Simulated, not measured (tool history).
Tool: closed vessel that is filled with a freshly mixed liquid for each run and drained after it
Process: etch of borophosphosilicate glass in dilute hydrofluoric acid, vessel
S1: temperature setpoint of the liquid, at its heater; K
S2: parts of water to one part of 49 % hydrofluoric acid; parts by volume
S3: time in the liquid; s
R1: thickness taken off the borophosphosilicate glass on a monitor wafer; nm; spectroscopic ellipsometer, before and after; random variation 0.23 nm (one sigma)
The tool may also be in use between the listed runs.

{"run": 1, "hour": 0.0, "S1": 297.15, "S2": 255, "S3": 85, "R1": 18.254}
{"run": 2, "hour": 3.4, "S1": 297.15, "S2": 210, "S3": 85, "R1": 23.348}
{"run": 3, "hour": 8.1, "S1": 297.15, "S2": 210, "S3": 95, "R1": 26.122}
{"run": 4, "hour": 12.3, "S1": 299.15, "S2": 175, "S3": 95, "R1": 34.938}
{"run": 5, "hour": 17.0, "S1": 299.15, "S2": 240, "S3": 95, "R1": 23.742}
{"run": 6, "hour": 22.1, "S1": 300.65, "S2": 200, "S3": 95, "R1": 31.141}
{"run": 7, "hour": 28.7, "S1": 301.65, "S2": 170, "S3": 95, "R1": 39.463}
{"run": 8, "hour": 32.7, "S1": 302.65, "S2": 155, "S3": 95, "R1": 45.987}
{"run": 9, "hour": 36.8, "S1": 303.15, "S2": 145, "S3": 95, "R1": 50.593}
{"run": 10, "hour": 40.1, "S1": 303.65, "S2": 140, "S3": 95, "R1": 53.562}

Forecast run 11:
{"run": 11, "hour": 41.4, "S1": 304.15, "S2": 135, "S3": 95, "R1": "?"}

Run 11 gave R1 57.008 nm.

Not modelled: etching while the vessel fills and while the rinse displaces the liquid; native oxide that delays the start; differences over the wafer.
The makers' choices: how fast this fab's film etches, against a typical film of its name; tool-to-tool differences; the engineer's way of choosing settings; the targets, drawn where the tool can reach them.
